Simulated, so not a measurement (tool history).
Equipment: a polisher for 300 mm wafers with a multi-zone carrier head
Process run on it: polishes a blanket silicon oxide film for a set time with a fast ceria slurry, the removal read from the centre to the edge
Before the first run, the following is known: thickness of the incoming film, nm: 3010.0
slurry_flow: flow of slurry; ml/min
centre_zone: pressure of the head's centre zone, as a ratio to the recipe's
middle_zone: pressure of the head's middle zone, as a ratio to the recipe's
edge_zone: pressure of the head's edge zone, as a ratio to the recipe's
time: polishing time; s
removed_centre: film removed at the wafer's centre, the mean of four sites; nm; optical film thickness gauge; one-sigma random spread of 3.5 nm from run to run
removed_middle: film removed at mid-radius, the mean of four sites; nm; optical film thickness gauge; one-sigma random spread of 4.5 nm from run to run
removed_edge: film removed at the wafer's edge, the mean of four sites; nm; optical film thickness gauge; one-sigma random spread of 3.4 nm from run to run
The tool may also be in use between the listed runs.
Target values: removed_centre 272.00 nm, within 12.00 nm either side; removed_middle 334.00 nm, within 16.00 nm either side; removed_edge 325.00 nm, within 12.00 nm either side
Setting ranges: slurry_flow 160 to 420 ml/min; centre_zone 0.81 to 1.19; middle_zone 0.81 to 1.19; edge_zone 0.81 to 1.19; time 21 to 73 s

Run 1, day 0.000: slurry_flow 270 ml/min, centre_zone 1.00, middle_zone 1.00, edge_zone 1.00, time 47 s. Result: removed_centre 577.70 nm, removed_middle 572.51 nm, removed_edge 595.38 nm.
Run 2, day 0.208: slurry_flow 270 ml/min, centre_zone 1.00, middle_zone 1.00, edge_zone 1.00, time 41 s. Result: removed_centre 511.34 nm, removed_middle 504.36 nm, removed_edge 509.11 nm.
Run 3, day 0.525: slurry_flow 270 ml/min, centre_zone 1.09, middle_zone 1.00, edge_zone 1.00, time 41 s. Result: removed_centre 558.74 nm, removed_middle 499.55 nm, removed_edge 509.85 nm.
Run 4, day 0.558: slurry_flow 270 ml/min, centre_zone 1.09, middle_zone 1.07, edge_zone 1.00, time 41 s. Result: removed_centre 567.87 nm, removed_middle 542.25 nm, removed_edge 506.95 nm.
Run 5, day 0.892: slurry_flow 270 ml/min, centre_zone 1.15, middle_zone 1.07, edge_zone 1.00, time 41 s. Result: removed_centre 595.52 nm, removed_middle 534.39 nm, removed_edge 518.46 nm.
Run 6, day 1.188: slurry_flow 260 ml/min, centre_zone 1.10, middle_zone 1.06, edge_zone 1.02, time 38 s. Result: removed_centre 515.88 nm, removed_middle 480.40 nm, removed_edge 476.14 nm.
Run 7, day 1.288: slurry_flow 255 ml/min, centre_zone 1.07, middle_zone 1.06, edge_zone 1.02, time 36 s. Result: removed_centre 484.00 nm, removed_middle 455.29 nm, removed_edge 456.93 nm.
Run 8, day 1.479: slurry_flow 250 ml/min, centre_zone 1.04, middle_zone 1.07, edge_zone 1.02, time 34 s. Result: removed_centre 440.38 nm, removed_middle 442.24 nm, removed_edge 424.15 nm.
Run 9, day 1.733: slurry_flow 210 ml/min, centre_zone 0.94, middle_zone 0.97, edge_zone 1.05, time 24 s. Result: removed_centre 280.10 nm, removed_middle 277.91 nm, removed_edge 298.70 nm.
Run 10, day 1.796: slurry_flow 220 ml/min, centre_zone 0.93, middle_zone 0.99, edge_zone 1.06, time 24 s. Result: removed_centre 272.35 nm, removed_middle 282.38 nm, removed_edge 306.30 nm.
Run 11, day 2.154: slurry_flow 240 ml/min, centre_zone 0.92, middle_zone 1.09, edge_zone 1.03, time 26 s. Result: removed_centre 296.73 nm, removed_middle 339.66 nm, removed_edge 325.97 nm.
Run 12, day 2.258: slurry_flow 235 ml/min, centre_zone 0.91, middle_zone 1.09, edge_zone 1.03, time 26 s. Result: removed_centre 291.03 nm, removed_middle 334.86 nm, removed_edge 328.23 nm.
Run 13, day 2.392: slurry_flow 230 ml/min, centre_zone 0.90, middle_zone 1.09, edge_zone 1.03, time 26 s. Result: removed_centre 285.31 nm, removed_middle 330.60 nm, removed_edge 329.03 nm.

Next run, 5 choices. One meets every target within its allowed miss, the rest don't. Which?
Run A, day 2.525: slurry_flow 250 ml/min, centre_zone 0.98, middle_zone 1.05, edge_zone 1.02, time 27 s. Result: removed_centre ?, removed_middle ?, removed_edge ?.
Run B, day 2.525: slurry_flow 205 ml/min, centre_zone 0.87, middle_zone 1.11, edge_zone 1.06, time 26 s. Result: removed_centre ?, removed_middle ?, removed_edge ?.
Run C, day 2.525: slurry_flow 240 ml/min, centre_zone 0.90, middle_zone 1.03, edge_zone 1.00, time 27 s. Result: removed_centre ?, removed_middle ?, removed_edge ?.
Run D, day 2.525: slurry_flow 260 ml/min, centre_zone 0.98, middle_zone 1.06, edge_zone 1.01, time 26 s. Result: removed_centre ?, removed_middle ?, removed_edge ?.
Run E, day 2.525: slurry_flow 290 ml/min, centre_zone 0.99, middle_zone 1.12, edge_zone 1.01, time 24 s. Result: removed_centre ?, removed_middle ?, removed_edge ?.

move  removed_centre  removed_middle  removed_edge
   A          333.79          343.98        339.11
   B          278.36          340.06        327.15
   C          304.85          337.13        334.89
   D          322.85          335.24        325.91
   E          304.69          327.73        302.98
A: misses by more than the last run did
B: every result lands within tolerance
C: misses by more than the last run did
D: misses by more than the last run did
E: misses by more than the last run did
Correct choice: B, which meets every target
